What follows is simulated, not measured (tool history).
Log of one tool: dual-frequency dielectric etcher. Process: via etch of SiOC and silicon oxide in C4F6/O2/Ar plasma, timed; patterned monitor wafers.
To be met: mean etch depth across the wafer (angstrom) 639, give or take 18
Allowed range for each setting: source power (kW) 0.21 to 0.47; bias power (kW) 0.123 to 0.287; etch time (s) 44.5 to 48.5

run	hour	source power (kW)	bias power (kW)	etch time (s)	mean etch depth across the wafer (angstrom)
1	0	0.34	0.205	48.5	562.49
2	8.9	0.35	0.207	48.5	570.22
3	11.7	0.36	0.209	48.5	579.35
4	15.2	0.38	0.209	48.5	591.04
5	19	0.38	0.221	48.5	601.96
6	23.5	0.32	0.221	48.5	568.24
7	26.5	0.33	0.224	48.5	570.45
8	28.9	0.34	0.226	48.5	577.04
9	34.4	0.35	0.228	48.5	593.16
10	35.8	0.35	0.229	48.5	585.65
11	40.2	0.36	0.231	48.5	595.22
12	42.1	0.37	0.233	48.5	606.94
13	48	0.37	0.234	48.5	607.33
14	52	0.37	0.235	48.5	613.32
15	60.2	0.37	0.236	48.5	609.09
16	68.8	0.37	0.237	48.5	610.34
17	69.7	0.37	0.238	48.5	613.35
18	73.4	0.37	0.239	48.5	619.44

Consider the 4 candidate settings below. Which is the only one whose results all fall within their allowed miss of target?
A	77.1	0.4	0.257	44.5	?
B	77.1	0.33	0.258	47.5	?
C	77.1	0.32	0.286	47.5	?
D	77.1	0.41	0.25	48	?

move	mean etch depth across the wafer (angstrom)
A	591.1
B	584.44
C	598.4
D	637.94
A: moves away from the targets compared with the last run
B: moves away from the targets compared with the last run
C: moves away from the targets compared with the last run
D: all results land within tolerance of their targets
D meets every target.

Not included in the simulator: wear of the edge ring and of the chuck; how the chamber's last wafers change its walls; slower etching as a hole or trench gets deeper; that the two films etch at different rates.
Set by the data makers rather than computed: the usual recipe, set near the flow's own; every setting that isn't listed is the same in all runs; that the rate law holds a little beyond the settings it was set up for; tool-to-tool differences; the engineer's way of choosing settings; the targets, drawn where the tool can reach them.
